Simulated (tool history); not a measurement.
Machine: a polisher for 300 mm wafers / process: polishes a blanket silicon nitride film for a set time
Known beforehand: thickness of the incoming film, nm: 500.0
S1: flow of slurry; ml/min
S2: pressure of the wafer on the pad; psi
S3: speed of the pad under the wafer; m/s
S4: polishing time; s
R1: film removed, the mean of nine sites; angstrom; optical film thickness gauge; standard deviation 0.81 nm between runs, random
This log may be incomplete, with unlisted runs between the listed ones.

run	hour	S1	S2	S3	S4	R1
1	0	120	4.4	1.14	21	495.69
2	6.9	120	4.4	1.14	21	502.19
3	8.9	125	4.6	1.14	21	513.95
4	9.5	125	5.2	1.14	21	585.23
5	11	125	5.4	1.14	21	611.31
6	17.7	125	5.4	0.98	21	536.73

Forecast run 7:
7	21.7	145	6.6	1	21	?

{"run 7": {"R1": 666.78}}
